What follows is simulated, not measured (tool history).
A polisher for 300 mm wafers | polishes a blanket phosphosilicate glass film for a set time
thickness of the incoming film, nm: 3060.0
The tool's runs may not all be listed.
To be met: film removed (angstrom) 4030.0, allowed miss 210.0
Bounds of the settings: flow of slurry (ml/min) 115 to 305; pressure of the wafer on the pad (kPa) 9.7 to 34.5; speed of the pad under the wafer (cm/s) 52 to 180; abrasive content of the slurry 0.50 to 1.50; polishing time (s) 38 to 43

run	hour	flow of slurry (ml/min)	pressure of the wafer on the pad (kPa)	speed of the pad under the wafer (cm/s)	abrasive content of the slurry	polishing time (s)	film removed (angstrom)
1	0.0	195	22.1	116	1.00	43	5073.8
2	2.7	195	20.7	116	1.00	43	4695.4
3	5.0	195	20.7	116	0.90	43	4611.7
4	10.8	195	20.0	116	0.90	43	4439.9
5	16.1	195	15.9	116	0.90	43	3627.0
6	17.7	160	15.9	116	0.90	43	3549.4
7	23.5	160	16.5	116	0.90	43	3671.4
8	24.4	160	17.2	116	0.90	43	3793.2

4 next moves are on the table. One of them brings every result within its allowed miss. Which?
A	25.3	160	17.2	114	0.90	40	?
B	25.3	145	20.0	112	0.95	42	?
C	25.3	175	15.9	122	0.85	40	?
D	25.3	230	13.8	118	1.10	42	?

move	film removed (angstrom)
A	3485.6
B	4070.1
C	3420.0
D	3658.6
A: further off than the last run
B: meets every target
C: further off than the last run
D: further off than the last run
The right move is B.
